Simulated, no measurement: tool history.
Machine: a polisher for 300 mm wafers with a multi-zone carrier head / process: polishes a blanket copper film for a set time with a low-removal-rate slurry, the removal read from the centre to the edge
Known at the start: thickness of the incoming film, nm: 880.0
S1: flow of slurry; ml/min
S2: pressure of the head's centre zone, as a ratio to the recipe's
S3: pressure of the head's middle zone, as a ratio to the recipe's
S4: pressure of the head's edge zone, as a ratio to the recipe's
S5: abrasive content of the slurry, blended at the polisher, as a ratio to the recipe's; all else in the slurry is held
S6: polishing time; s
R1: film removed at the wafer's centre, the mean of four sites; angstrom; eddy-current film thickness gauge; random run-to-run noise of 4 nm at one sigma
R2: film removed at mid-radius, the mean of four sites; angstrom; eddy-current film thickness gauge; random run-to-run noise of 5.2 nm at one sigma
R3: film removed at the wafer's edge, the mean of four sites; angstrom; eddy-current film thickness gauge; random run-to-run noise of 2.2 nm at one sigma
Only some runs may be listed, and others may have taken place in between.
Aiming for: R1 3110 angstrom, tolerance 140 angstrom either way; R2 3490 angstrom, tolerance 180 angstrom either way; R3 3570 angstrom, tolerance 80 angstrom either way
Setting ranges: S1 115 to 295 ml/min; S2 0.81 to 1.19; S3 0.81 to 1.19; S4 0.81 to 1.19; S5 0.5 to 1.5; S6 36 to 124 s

Run 1, hour 0: S1 190 ml/min, S2 1, S3 1, S4 1, S5 1, S6 79 s. Result: R1 2682.7 angstrom, R2 2700.9 angstrom, R3 2561.8 angstrom.
Run 2, hour 4.4: S1 190 ml/min, S2 1, S3 1, S4 1, S5 0.85, S6 79 s. Result: R1 2600 angstrom, R2 2700.9 angstrom, R3 2516.3 angstrom.
Run 3, hour 8.4: S1 190 ml/min, S2 1.08, S3 1, S4 1, S5 0.85, S6 79 s. Result: R1 2826 angstrom, R2 2628.3 angstrom, R3 2527.1 angstrom.
Run 4, hour 11.1: S1 190 ml/min, S2 1.06, S3 1, S4 1.02, S5 0.9, S6 81 s. Result: R1 2784.7 angstrom, R2 2756.2 angstrom, R3 2622 angstrom.
Run 5, hour 15.7: S1 190 ml/min, S2 1.06, S3 1, S4 1.02, S5 0.75, S6 81 s. Result: R1 2751.6 angstrom, R2 2686.8 angstrom, R3 2588.6 angstrom.
Run 6, hour 17.8: S1 190 ml/min, S2 1.06, S3 1, S4 1.02, S5 0.95, S6 81 s. Result: R1 2905.3 angstrom, R2 2786.3 angstrom, R3 2673.2 angstrom.
Run 7, hour 20.6: S1 190 ml/min, S2 1.06, S3 1, S4 1.02, S5 0.95, S6 81 s. Result: R1 2908.7 angstrom, R2 2729 angstrom, R3 2637.8 angstrom.
Run 8, hour 29.1: S1 195 ml/min, S2 1.04, S3 1, S4 1.04, S5 1, S6 83 s. Result: R1 2870.8 angstrom, R2 2847.4 angstrom, R3 2760.6 angstrom.
Run 9, hour 36.9: S1 200 ml/min, S2 1.04, S3 1, S4 1.06, S5 1.05, S6 84 s. Result: R1 2979.7 angstrom, R2 2951.6 angstrom, R3 2871.8 angstrom.
Run 10, hour 45.1: S1 200 ml/min, S2 1.04, S3 1, S4 1.06, S5 1.05, S6 84 s. Result: R1 3037.8 angstrom, R2 2944.7 angstrom, R3 2886.8 angstrom.
At hour 46.6: edge zone pressure recalibrated.
Run 11, hour 46.6: S1 205 ml/min, S2 1.02, S3 1, S4 1.07, S5 1.1, S6 85 s. Result: R1 3025 angstrom, R2 2964.6 angstrom, R3 3061.3 angstrom.
Run 12, hour 47.7: S1 210 ml/min, S2 1.01, S3 1.01, S4 1.08, S5 1.1, S6 85 s. Result: R1 2975.9 angstrom, R2 3026.6 angstrom, R3 3097.6 angstrom.
Run 13, hour 51: S1 215 ml/min, S2 1.01, S3 1.02, S4 1.08, S5 1.1, S6 85 s. Result: R1 3004.5 angstrom, R2 3126.6 angstrom, R3 3124.4 angstrom.
Run 14, hour 51.7: S1 220 ml/min, S2 1.01, S3 1.02, S4 1.08, S5 1.1, S6 85 s. Result: R1 3071.6 angstrom, R2 3053.8 angstrom, R3 3085.3 angstrom.
Run 15, hour 55.6: S1 225 ml/min, S2 1, S3 1.03, S4 1.09, S5 1.1, S6 85 s. Result: R1 2971.7 angstrom, R2 3075.3 angstrom, R3 3102.6 angstrom.
Run 16, hour 56.7: S1 225 ml/min, S2 1, S3 1.04, S4 1.1, S5 1.15, S6 85 s. Result: R1 3020 angstrom, R2 3170.3 angstrom, R3 3150.5 angstrom.
Run 17, hour 63.9: S1 230 ml/min, S2 1, S3 1.04, S4 1.11, S5 1.15, S6 85 s. Result: R1 3062.8 angstrom, R2 3184.5 angstrom, R3 3184 angstrom.
Run 18, hour 67.4: S1 235 ml/min, S2 0.99, S3 1.04, S4 1.12, S5 1.15, S6 85 s. Result: R1 3023.9 angstrom, R2 3173.4 angstrom, R3 3191.5 angstrom.
Run 19, hour 75.1: S1 235 ml/min, S2 0.99, S3 1.04, S4 1.13, S5 1.15, S6 85 s. Result: R1 3020.7 angstrom, R2 3261.3 angstrom, R3 3196.9 angstrom.
Run 20, hour 76.3: S1 255 ml/min, S2 0.93, S3 0.99, S4 1.19, S5 1.4, S6 87 s. Result: R1 3072.8 angstrom, R2 3282.2 angstrom, R3 3530.9 angstrom.

Which one of the following 5 next-run settings gets every result inside its allowed miss? There is exactly one.
Run A, hour 77.5: S1 240 ml/min, S2 0.9, S3 1, S4 1.19, S5 1.4, S6 93 s. Result: R1 ?, R2 ?, R3 ?.
Run B, hour 77.5: S1 215 ml/min, S2 0.89, S3 0.98, S4 1.16, S5 1.35, S6 96 s. Result: R1 ?, R2 ?, R3 ?.
Run C, hour 77.5: S1 235 ml/min, S2 0.94, S3 0.93, S4 1.19, S5 1.5, S6 88 s. Result: R1 ?, R2 ?, R3 ?.
Run D, hour 77.5: S1 220 ml/min, S2 0.94, S3 1.05, S4 1.18, S5 1.45, S6 89 s. Result: R1 ?, R2 ?, R3 ?.
Run E, hour 77.5: S1 210 ml/min, S2 0.9, S3 0.99, S4 1.19, S5 1.5, S6 94 s. Result: R1 ?, R2 ?, R3 ?.

move      R1      R2      R3
   A  3091.7    3539  3784.6
   B  3081.8  3513.9  3786.4
   C  3086.1  3183.1  3624.3
   D  3072.7    3511  3595.3
   E  3101.5  3527.6  3822.5
A: brings the last run's worst result on target, with another outside its allowed miss
B: brings the last run's worst result on target, with another outside its allowed miss
C: the biggest miss grows against the last run
D: every result lands within tolerance
E: brings the last run's worst result on target, with another outside its allowed miss
The right move is D.
